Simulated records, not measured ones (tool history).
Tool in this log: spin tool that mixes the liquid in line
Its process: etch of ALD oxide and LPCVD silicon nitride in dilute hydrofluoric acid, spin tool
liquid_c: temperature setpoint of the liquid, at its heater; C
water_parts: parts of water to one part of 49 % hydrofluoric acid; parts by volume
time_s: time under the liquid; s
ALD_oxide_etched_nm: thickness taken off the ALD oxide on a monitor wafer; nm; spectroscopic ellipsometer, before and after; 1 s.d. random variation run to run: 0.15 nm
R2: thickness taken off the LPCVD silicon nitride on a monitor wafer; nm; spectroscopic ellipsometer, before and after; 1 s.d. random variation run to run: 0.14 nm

run 1 day=0.000 | liquid_c=24.0 water_parts=210 time_s=70 | ALD_oxide_etched_nm=4.2384 R2=0.16415
run 2 day=0.329 | liquid_c=26.5 water_parts=155 time_s=85 | ALD_oxide_etched_nm=8.1375 R2=0.32902
run 3 day=0.475 | liquid_c=28.0 water_parts=120 time_s=95 | ALD_oxide_etched_nm=13.0360 R2=0.52612
run 4 day=0.808 | liquid_c=29.0 water_parts=95 time_s=95 | ALD_oxide_etched_nm=17.7070 R2=0.71675
run 5 day=0.833 | liquid_c=30.0 water_parts=80 time_s=95 | ALD_oxide_etched_nm=22.2090 R2=0.74588
run 6 day=1.117 | liquid_c=30.5 water_parts=75 time_s=95 | ALD_oxide_etched_nm=24.4780 R2=1.38740
run 7 day=1.396 | liquid_c=30.5 water_parts=70 time_s=95 | ALD_oxide_etched_nm=26.6210 R2=1.20920
run 8 day=1.433 | liquid_c=31.0 water_parts=70 time_s=95 | ALD_oxide_etched_nm=27.1120 R2=1.03620
run 9 day=1.550 | liquid_c=31.5 water_parts=70 time_s=95 | ALD_oxide_etched_nm=27.3880 R2=1.16650
run 10 day=1.771 | liquid_c=32.0 water_parts=70 time_s=95 | ALD_oxide_etched_nm=27.7630 R2=1.60440
run 11 day=2.067 | liquid_c=30.0 water_parts=50 time_s=95 | ALD_oxide_etched_nm=37.5400 R2=1.48880
run 12 day=2.408 | liquid_c=30.0 water_parts=55 time_s=95 | ALD_oxide_etched_nm=33.9290 R2=1.71910
run 13 day=2.700 | liquid_c=30.0 water_parts=60 time_s=95 | ALD_oxide_etched_nm=30.7260 R2=1.56490
run 14 day=2.725 | liquid_c=29.5 water_parts=60 time_s=95 | ALD_oxide_etched_nm=30.3840 R2=1.26410
run 15 day=3.033 | liquid_c=30.0 water_parts=65 time_s=95 | ALD_oxide_etched_nm=28.1910 R2=1.20930
run 16 day=3.250 | liquid_c=31.5 water_parts=60 time_s=95 | ALD_oxide_etched_nm=32.6650 R2=1.23410

Estimate the outcome of run 17 from the log above:
-- day=3.392 hydrofluoric acid flow meter replaced
run 17 day=3.392 | liquid_c=30.5 water_parts=60 time_s=95 | ALD_oxide_etched_nm=? R2=?

{"run 17": {"ALD_oxide_etched_nm": 33.82, "R2": 1.3379}}
